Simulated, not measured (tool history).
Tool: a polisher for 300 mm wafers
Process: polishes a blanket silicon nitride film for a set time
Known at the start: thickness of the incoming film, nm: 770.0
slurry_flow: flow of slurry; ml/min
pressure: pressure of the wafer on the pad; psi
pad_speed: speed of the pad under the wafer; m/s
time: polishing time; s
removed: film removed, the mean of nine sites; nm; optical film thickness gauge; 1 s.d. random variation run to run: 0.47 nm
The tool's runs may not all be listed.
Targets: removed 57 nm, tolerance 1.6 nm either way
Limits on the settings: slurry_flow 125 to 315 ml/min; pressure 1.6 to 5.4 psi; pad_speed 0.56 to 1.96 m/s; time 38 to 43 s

run,hour,slurry_flow,pressure,pad_speed,time,removed
1,0,205,3.5,1.26,43,113.39
2,7.6,205,3.5,1.1,43,104.46
3,13.3,205,4.2,1.1,43,125.89
4,15.8,200,3.5,1.06,43,101.43
5,23.9,200,3.5,1.06,43,100.74
6,29.4,245,3.5,1.06,43,106.55
# hour 37.6: head pressure recalibrated
7,37.6,225,3,1.04,43,81.772
8,39.7,215,2.8,1.04,43,74.81
9,41.4,200,2.6,1.04,43,70.945
10,49.9,200,2.6,1.04,43,70.759
11,52.8,195,2.4,1.04,43,64.2
12,60,190,2.3,1.04,43,62.194
13,68,185,2.2,1.04,43,60.501

Which single option among these 4 for the next run brings every result within its allowed miss of target? Just one does.
A,76,130,2.1,1.52,42,?
B,76,185,2.5,1.1,42,?
C,76,130,2.7,0.78,42,?
D,76,195,2.1,1.24,42,?

move,removed
A,65.742
B,67.677
C,56.799
D,61.954
A: moves away from the targets compared with the last run
B: moves away from the targets compared with the last run
C: every result within its allowed miss
D: moves away from the targets compared with the last run
C meets every target.
